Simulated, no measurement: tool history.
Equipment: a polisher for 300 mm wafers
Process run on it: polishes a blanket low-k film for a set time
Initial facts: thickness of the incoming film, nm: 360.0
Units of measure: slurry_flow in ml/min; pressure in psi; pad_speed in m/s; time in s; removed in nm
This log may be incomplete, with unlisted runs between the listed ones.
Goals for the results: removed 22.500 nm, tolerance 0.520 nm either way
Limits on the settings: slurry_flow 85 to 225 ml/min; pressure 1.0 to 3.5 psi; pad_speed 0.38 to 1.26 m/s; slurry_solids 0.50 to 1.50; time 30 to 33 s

| run | hour | slurry_flow | pressure | pad_speed | slurry_solids | time | removed |
|---|---|---|---|---|---|---|---|
| 1 | 0.0 | 145 | 2.2 | 0.82 | 1.00 | 33 | 13.762 |
| 2 | 4.1 | 155 | 2.5 | 0.82 | 1.00 | 33 | 15.971 |
| 3 | 12.4 | 165 | 2.7 | 0.82 | 1.00 | 33 | 17.448 |
| 4 | 19.9 | 165 | 2.3 | 0.82 | 1.00 | 33 | 14.924 |
| 5 | 27.0 | 165 | 1.7 | 0.82 | 1.00 | 33 | 11.129 |
| 6 | 32.1 | 175 | 2.1 | 0.82 | 1.00 | 33 | 13.665 |
| 7 | 38.2 | 185 | 2.4 | 0.82 | 1.00 | 33 | 15.706 |
| 8 | 41.1 | 185 | 2.4 | 0.82 | 1.00 | 33 | 15.758 |
| 9 | 42.9 | 210 | 3.0 | 0.82 | 1.00 | 33 | 19.726 |
| 10 | 48.7 | 210 | 3.1 | 0.82 | 1.00 | 33 | 20.502 |
| 11 | 51.9 | 210 | 3.1 | 0.82 | 1.00 | 33 | 20.747 |
| 12 | 57.4 | 210 | 3.2 | 0.82 | 1.00 | 33 | 21.429 |
| 13 | 62.5 | 210 | 3.3 | 0.82 | 1.00 | 33 | 21.985 |

5 next moves are on the table. One of them brings every result within its allowed miss. Which?
| A | 67.6 | 215 | 3.2 | 0.84 | 1.05 | 31 | ? |
| B | 67.6 | 225 | 3.4 | 0.74 | 1.05 | 32 | ? |
| C | 67.6 | 225 | 3.4 | 0.96 | 0.75 | 32 | ? |
| D | 67.6 | 200 | 3.2 | 0.84 | 1.00 | 32 | ? |
| E | 67.6 | 215 | 3.4 | 0.80 | 1.10 | 32 | ? |

| move | removed |
|---|---|
| A | 20.796 |
| B | 20.701 |
| C | 21.139 |
| D | 20.750 |
| E | 22.407 |
A: the biggest miss grows against the last run
B: the biggest miss grows against the last run
C: the biggest miss grows against the last run
D: the biggest miss grows against the last run
E: all results land within tolerance of their targets
The right move is E.
